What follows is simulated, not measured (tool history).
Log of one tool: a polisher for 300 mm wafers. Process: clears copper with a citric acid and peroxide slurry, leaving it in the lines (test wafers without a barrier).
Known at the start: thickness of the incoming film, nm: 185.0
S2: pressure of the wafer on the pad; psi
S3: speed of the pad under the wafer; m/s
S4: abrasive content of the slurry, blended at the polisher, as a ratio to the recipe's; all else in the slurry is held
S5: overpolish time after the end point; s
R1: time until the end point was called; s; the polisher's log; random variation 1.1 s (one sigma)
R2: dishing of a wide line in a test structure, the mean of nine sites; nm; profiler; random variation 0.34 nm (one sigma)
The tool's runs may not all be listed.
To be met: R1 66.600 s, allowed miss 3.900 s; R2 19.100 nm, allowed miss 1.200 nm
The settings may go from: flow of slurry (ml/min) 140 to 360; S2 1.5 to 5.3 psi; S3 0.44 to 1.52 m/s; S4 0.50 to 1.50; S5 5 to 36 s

run 1 hour=0.0 | flow_of_slurry_(ml/min)=230 S2=3.4 S3=0.98 S4=1.00 S5=18 | R1=66.625 R2=35.967
run 2 hour=0.6 | flow_of_slurry_(ml/min)=230 S2=2.8 S3=0.98 S4=1.00 S5=18 | R1=75.649 R2=31.045
run 3 hour=3.1 | flow_of_slurry_(ml/min)=230 S2=2.9 S3=1.00 S4=1.00 S5=15 | R1=73.865 R2=28.008
run 4 hour=9.3 | flow_of_slurry_(ml/min)=230 S2=2.9 S3=1.02 S4=1.00 S5=13 | R1=72.863 R2=24.491
run 5 hour=9.9 | flow_of_slurry_(ml/min)=230 S2=2.9 S3=1.02 S4=0.90 S5=13 | R1=77.037 R2=24.643
run 6 hour=18.7 | flow_of_slurry_(ml/min)=230 S2=3.4 S3=1.02 S4=0.90 S5=13 | R1=66.117 R2=25.802
run 7 hour=23.4 | flow_of_slurry_(ml/min)=230 S2=3.5 S3=1.02 S4=0.90 S5=12 | R1=66.292 R2=24.708
run 8 hour=28.2 | flow_of_slurry_(ml/min)=230 S2=3.5 S3=1.02 S4=0.90 S5=11 | R1=64.047 R2=23.440
run 9 hour=31.3 | flow_of_slurry_(ml/min)=230 S2=3.5 S3=1.02 S4=0.90 S5=10 | R1=64.650 R2=22.148
run 10 hour=33.9 | flow_of_slurry_(ml/min)=230 S2=3.4 S3=1.02 S4=0.90 S5=7 | R1=65.392 R2=15.230
run 11 hour=39.1 | flow_of_slurry_(ml/min)=225 S2=3.4 S3=1.04 S4=0.85 S5=7 | R1=67.762 R2=15.419
run 12 hour=43.5 | flow_of_slurry_(ml/min)=235 S2=3.4 S3=1.04 S4=0.85 S5=7 | R1=64.785 R2=15.026
run 13 hour=45.0 | flow_of_slurry_(ml/min)=220 S2=3.5 S3=1.04 S4=0.85 S5=7 | R1=63.824 R2=15.274
run 14 hour=53.9 | flow_of_slurry_(ml/min)=235 S2=3.5 S3=1.04 S4=0.85 S5=7 | R1=64.834 R2=16.149
run 15 hour=55.8 | flow_of_slurry_(ml/min)=240 S2=3.5 S3=1.04 S4=0.85 S5=8 | R1=63.453 R2=17.806

4 next moves are on the table. One of them brings every result within its allowed miss. Which?
run A hour=57.7 | flow_of_slurry_(ml/min)=255 S2=2.7 S3=1.10 S4=0.95 S5=8 | R1=? R2=?
run B hour=57.7 | flow_of_slurry_(ml/min)=250 S2=3.2 S3=1.08 S4=0.85 S5=10 | R1=? R2=?
run C hour=57.7 | flow_of_slurry_(ml/min)=180 S2=3.8 S3=0.98 S4=0.90 S5=9 | R1=? R2=?
run D hour=57.7 | flow_of_slurry_(ml/min)=160 S2=4.0 S3=0.96 S4=1.10 S5=7 | R1=? R2=?

move=A R1=69.624 R2=16.190
move=B R1=65.101 R2=21.284
move=C R1=64.176 R2=19.624
move=D R1=60.274 R2=16.452
A: further off than the last run
B: takes the result that was furthest off past its target
C: meets every target
D: further off than the last run
Move C is the one to make.
